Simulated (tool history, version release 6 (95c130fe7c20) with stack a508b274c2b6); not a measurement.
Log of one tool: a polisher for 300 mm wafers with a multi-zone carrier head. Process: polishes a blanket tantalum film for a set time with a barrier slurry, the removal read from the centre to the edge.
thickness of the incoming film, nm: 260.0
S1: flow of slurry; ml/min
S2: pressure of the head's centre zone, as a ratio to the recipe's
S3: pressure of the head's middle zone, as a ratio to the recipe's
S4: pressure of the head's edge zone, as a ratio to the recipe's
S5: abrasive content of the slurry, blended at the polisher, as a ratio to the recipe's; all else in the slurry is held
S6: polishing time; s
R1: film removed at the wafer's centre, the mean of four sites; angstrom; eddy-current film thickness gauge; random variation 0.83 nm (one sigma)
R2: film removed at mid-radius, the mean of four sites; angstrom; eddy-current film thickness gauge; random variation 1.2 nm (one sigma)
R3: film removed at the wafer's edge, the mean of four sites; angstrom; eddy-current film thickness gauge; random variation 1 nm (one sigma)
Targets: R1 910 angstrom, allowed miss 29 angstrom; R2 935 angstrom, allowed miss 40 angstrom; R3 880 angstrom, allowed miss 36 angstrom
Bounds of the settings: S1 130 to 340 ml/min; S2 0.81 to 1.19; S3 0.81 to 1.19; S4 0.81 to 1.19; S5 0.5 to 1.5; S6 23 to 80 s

run,hour,S1,S2,S3,S4,S5,S6,R1,R2,R3
1,0,220,1,1,1,1,51,1060.5,1078.3,1058.9
2,3.1,215,0.99,0.99,0.98,0.95,51,1047.5,1027.4,1042.7
3,7.5,215,0.98,1.01,0.96,0.9,51,1008.8,1033.2,1013.3
4,12.8,215,0.98,1.01,0.94,0.85,51,1022,1050.1,1015.5
5,13.6,215,0.98,1.01,0.93,0.8,50,970.46,1027.7,976.73
6,14.8,210,0.98,1,0.92,0.75,50,969.54,991.31,984.78
7,16,210,0.99,1.01,0.91,0.75,49,955.7,975.16,924.08
8,20.1,205,0.99,1.01,0.9,0.75,49,957.49,981.6,953.25

4 next moves are on the table. One of them brings every result within its allowed miss. Which?
A,24.2,210,1.03,1.05,0.94,0.95,43,?,?,?
B,24.2,265,1.03,1.14,0.85,0.75,45,?,?,?
C,24.2,170,0.87,0.89,0.94,0.85,56,?,?,?
D,24.2,235,0.96,1.06,0.92,0.65,49,?,?,?

move,R1,R2,R3
A,900.32,923.59,877.07
B,937.41,1027.7,875.44
C,954.47,990.69,1093
D,921.84,1011.4,942.32
A: meets every target
B: brings the result that was furthest off to its target, and leaves another outside
C: further off than the last run
D: nearer than the last run, and not there yet
The right move is A.
